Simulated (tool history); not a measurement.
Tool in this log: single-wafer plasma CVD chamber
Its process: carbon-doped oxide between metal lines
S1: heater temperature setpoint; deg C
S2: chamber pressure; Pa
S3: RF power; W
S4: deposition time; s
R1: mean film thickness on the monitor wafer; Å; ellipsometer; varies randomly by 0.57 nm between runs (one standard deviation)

{"run": 1, "hour": 0.0, "S1": 360, "S2": 808, "S3": 570, "S4": 19.3, "R1": 1078.1}
{"run": 2, "hour": 1.2, "S1": 360, "S2": 919, "S3": 570, "S4": 19.3, "R1": 1074.3}
{"run": 3, "hour": 3.4, "S1": 358, "S2": 919, "S3": 580, "S4": 19.3, "R1": 1091.4}
{"run": 4, "hour": 7.5, "S1": 358, "S2": 919, "S3": 580, "S4": 19.9, "R1": 1130.3}
{"run": 5, "hour": 8.2, "S1": 358, "S2": 919, "S3": 505, "S4": 19.9, "R1": 1039.9}
{"run": 6, "hour": 16.6, "S1": 358, "S2": 919, "S3": 505, "S4": 19.9, "R1": 1042.0}
{"run": 7, "hour": 18.1, "S1": 357, "S2": 920, "S3": 520, "S4": 19.9, "R1": 1070.5}
{"run": 8, "hour": 24.2, "S1": 355, "S2": 920, "S3": 525, "S4": 19.9, "R1": 1067.1}

What does the tool deliver on the next run?
{"run": 9, "hour": 31.1, "S1": 355, "S2": 921, "S3": 540, "S4": 19.9, "R1": "?"}

{"run 9": {"R1": 1089.4}}
